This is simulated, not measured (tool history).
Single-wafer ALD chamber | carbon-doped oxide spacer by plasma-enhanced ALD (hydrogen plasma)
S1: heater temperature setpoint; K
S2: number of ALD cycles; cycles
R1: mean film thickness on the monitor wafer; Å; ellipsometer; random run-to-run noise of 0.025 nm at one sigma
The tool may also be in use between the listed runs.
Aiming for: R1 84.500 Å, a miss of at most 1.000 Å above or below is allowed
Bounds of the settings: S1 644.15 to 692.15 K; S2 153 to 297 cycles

Run 1, hour 0.0: S1 668.15 K, S2 225 cycles. Result: R1 101.660 Å.
Run 2, hour 1.8: S1 660.15 K, S2 225 cycles. Result: R1 100.900 Å.
Run 3, hour 10.6: S1 660.15 K, S2 249 cycles. Result: R1 111.400 Å.
Run 4, hour 11.4: S1 660.15 K, S2 227 cycles. Result: R1 101.960 Å.
At hour 19.6: thermocouple changed; heater temperature recalibrated.
Run 5, hour 19.6: S1 660.15 K, S2 212 cycles. Result: R1 95.271 Å.
Run 6, hour 23.6: S1 660.15 K, S2 203 cycles. Result: R1 91.517 Å.
Run 7, hour 29.7: S1 660.15 K, S2 197 cycles. Result: R1 88.113 Å.
Run 8, hour 30.5: S1 660.15 K, S2 194 cycles. Result: R1 87.325 Å.
Run 9, hour 32.4: S1 660.15 K, S2 192 cycles. Result: R1 86.368 Å.

Next run, 4 choices. One meets every target within its allowed miss, the rest don't. Which?
Run A, hour 34.3: S1 668.15 K, S2 187 cycles. Result: R1 ?.
Run B, hour 34.3: S1 670.15 K, S2 197 cycles. Result: R1 ?.
Run C, hour 34.3: S1 659.15 K, S2 192 cycles. Result: R1 ?.
Run D, hour 34.3: S1 661.15 K, S2 198 cycles. Result: R1 ?.

move      R1
   A  84.153
   B  88.654
   C  86.403
   D  89.104
A: each result inside its tolerance
B: lands further from the targets than the last run did
C: no nearer and no further than the last run
D: lands further from the targets than the last run did
Move A is the one to make.
